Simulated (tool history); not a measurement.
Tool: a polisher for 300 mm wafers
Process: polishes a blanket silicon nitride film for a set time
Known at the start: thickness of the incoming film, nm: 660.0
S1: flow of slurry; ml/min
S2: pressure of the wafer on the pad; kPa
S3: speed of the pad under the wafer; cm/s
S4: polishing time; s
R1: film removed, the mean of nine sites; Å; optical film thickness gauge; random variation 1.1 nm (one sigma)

{"run": 1, "day": 0.0, "S1": 175, "S2": 29.6, "S3": 90, "S4": 88, "R1": 1607.2}
{"run": 2, "day": 0.146, "S1": 175, "S2": 29.6, "S3": 90, "S4": 88, "R1": 1599.7}
{"run": 3, "day": 0.279, "S1": 175, "S2": 35.2, "S3": 90, "S4": 88, "R1": 1863.7}
{"run": 4, "day": 0.308, "S1": 170, "S2": 31.7, "S3": 90, "S4": 88, "R1": 1685.2}
{"run": 5, "day": 0.588, "S1": 170, "S2": 31.7, "S3": 90, "S4": 88, "R1": 1713.9}
{"run": 6, "day": 0.821, "S1": 170, "S2": 29.0, "S3": 90, "S4": 88, "R1": 1520.4}

Forecast run 7:
{"run": 7, "day": 0.883, "S1": 160, "S2": 28.3, "S3": 90, "S4": 88, "R1": "?"}

R1: 1478.1 Å

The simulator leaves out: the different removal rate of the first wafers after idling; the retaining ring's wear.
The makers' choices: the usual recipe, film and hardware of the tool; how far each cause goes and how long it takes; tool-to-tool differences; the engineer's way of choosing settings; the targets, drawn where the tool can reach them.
